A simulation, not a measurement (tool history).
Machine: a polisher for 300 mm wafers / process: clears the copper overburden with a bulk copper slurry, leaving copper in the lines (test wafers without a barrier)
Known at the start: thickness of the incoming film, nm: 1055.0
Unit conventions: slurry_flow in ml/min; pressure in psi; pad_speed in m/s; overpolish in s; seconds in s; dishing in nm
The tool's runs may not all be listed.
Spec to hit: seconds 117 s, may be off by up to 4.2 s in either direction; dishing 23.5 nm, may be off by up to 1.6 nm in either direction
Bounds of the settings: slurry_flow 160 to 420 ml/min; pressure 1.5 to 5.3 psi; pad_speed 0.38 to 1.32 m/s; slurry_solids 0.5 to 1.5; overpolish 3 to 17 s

run,hour,slurry_flow,pressure,pad_speed,slurry_solids,overpolish,seconds,dishing
1,0,270,3.4,0.84,1,9,112.5,42.658
2,4.6,270,3.3,0.86,1,8,109.69,40.759
3,13.5,335,3.3,0.86,1,8,109.38,40.754
4,14.2,335,3.2,0.88,1,7,109.6,36.192
5,20.6,335,3.2,1.02,1,7,95.616,39.862
# hour 22.8: slurry nozzle cleaned
6,22.8,335,3.2,1.02,1.1,7,88.843,40.947
7,29.1,335,3.2,1.02,1.1,7,90.092,41.697
8,32,355,3,1.04,1.05,6,94.138,35.975
9,34.9,355,2.8,1.04,1.05,5,100.09,29.706
10,38.5,355,2.8,1.04,1.05,5,102.43,31.999
11,46.7,370,2.7,1.06,1.05,5,102.13,29.773

Pick the move, out of 5, that brings all results within their allowed miss; only one does.
A,54.9,330,2.6,1.02,0.9,7,?,?
B,54.9,380,2.7,0.78,1.35,11,?,?
C,54.9,345,2,1.16,1.05,6,?,?
D,54.9,220,2.6,1,1.1,4,?,?
E,54.9,405,2.6,1.06,0.95,7,?,?

move,seconds,dishing
A,120.16,33.665
B,132.57,41.66
C,129.76,28.404
D,120.34,22.413
E,112.21,35.176
A: moves away from the targets compared with the last run
B: moves away from the targets compared with the last run
C: an improvement on the last run, though not all results are within tolerance
D: hits every target within its allowed miss
E: moves away from the targets compared with the last run
So the answer is move D, the one that meets all the targets.

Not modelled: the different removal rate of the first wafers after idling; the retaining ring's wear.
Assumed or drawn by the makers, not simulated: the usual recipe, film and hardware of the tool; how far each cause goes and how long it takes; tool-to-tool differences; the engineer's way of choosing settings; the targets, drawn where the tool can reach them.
